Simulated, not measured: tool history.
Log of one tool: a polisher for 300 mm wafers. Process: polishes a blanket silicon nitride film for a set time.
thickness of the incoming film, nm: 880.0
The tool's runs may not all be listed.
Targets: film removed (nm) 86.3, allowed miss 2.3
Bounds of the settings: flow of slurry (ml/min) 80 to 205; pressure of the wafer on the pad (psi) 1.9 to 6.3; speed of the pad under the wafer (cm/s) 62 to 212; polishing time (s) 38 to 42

run  hour  flow of slurry (ml/min)  pressure of the wafer on the pad (psi)  speed of the pad under the wafer (cm/s)  polishing time (s)  film removed (nm)
  1     0                      135                                     4.1                                      136                  42             131.18
  2   2.2                      125                                     3.6                                      136                  42             121.29
  3     3                      125                                     3.1                                      134                  42             108.12
  4   8.4                      125                                     3.1                                      134                  42             108.92
  5  13.1                      125                                     3.1                                      118                  42             102.42
  6  19.7                      125                                     3.1                                      118                  42             102.96
  7  21.1                      125                                     2.8                                      118                  42             97.322
  8  24.4                      125                                     2.6                                      118                  42              93.19

4 next moves are on the table. One of them brings every result within its allowed miss. Which?
  A  27.7                      130                                     2.6                                      158                  42                  ?
  B  27.7                      110                                     2.8                                      102                  39                  ?
  C  27.7                      140                                     2.9                                      102                  41                  ?
  D  27.7                      165                                     2.3                                      132                  38                  ?

move  film removed (nm)
   A             107.12
   B             81.887
   C             91.992
   D             86.352
A: further off than the last run
B: takes the result that was furthest off past its target
C: nearer than the last run, and not there yet
D: meets every target
Move D is the one to make.

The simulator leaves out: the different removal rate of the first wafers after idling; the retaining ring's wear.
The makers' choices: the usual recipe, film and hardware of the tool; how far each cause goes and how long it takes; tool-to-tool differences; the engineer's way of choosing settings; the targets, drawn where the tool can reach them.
